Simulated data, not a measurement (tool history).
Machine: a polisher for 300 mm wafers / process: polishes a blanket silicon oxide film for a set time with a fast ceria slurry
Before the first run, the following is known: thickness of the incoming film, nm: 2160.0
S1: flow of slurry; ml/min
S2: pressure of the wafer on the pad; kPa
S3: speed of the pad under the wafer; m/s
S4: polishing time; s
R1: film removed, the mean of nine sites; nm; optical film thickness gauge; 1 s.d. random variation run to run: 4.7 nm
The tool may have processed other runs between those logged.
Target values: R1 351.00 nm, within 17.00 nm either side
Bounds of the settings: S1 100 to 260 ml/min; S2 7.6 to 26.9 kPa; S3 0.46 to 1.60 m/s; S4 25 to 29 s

run,hour,S1,S2,S3,S4,R1
1,0.0,165,17.2,1.02,29,458.11
2,7.7,165,17.2,0.88,29,390.57
3,12.5,165,17.2,0.88,29,390.15
4,18.6,165,13.1,0.88,29,308.46
5,26.9,170,14.5,0.88,29,331.17
6,32.3,170,14.5,0.88,25,282.61
7,34.5,170,15.2,0.88,25,301.87
8,41.2,170,15.9,0.88,25,302.86
# hour 43.5: head pressure recalibrated
9,43.5,170,16.5,0.88,25,310.41
10,50.4,170,17.2,0.88,25,320.26
11,56.1,165,17.9,0.88,25,320.66
12,63.3,170,17.9,0.88,25,322.77

Exercise: of the 5 proposed moves below, exactly one satisfies all targets within the stated allowed misses. Which move is it?
A,70.5,145,14.5,0.88,29,?
B,70.5,140,17.2,0.80,26,?
C,70.5,240,20.0,0.66,29,?
D,70.5,205,19.3,0.68,25,?
E,70.5,115,20.0,0.72,26,?

move,R1
A,295.43
B,285.18
C,335.11
D,281.24
E,286.28
A: misses by more than the last run did
B: misses by more than the last run did
C: every result lands within tolerance
D: misses by more than the last run did
E: misses by more than the last run did
So the answer is move C, the one that meets all the targets.

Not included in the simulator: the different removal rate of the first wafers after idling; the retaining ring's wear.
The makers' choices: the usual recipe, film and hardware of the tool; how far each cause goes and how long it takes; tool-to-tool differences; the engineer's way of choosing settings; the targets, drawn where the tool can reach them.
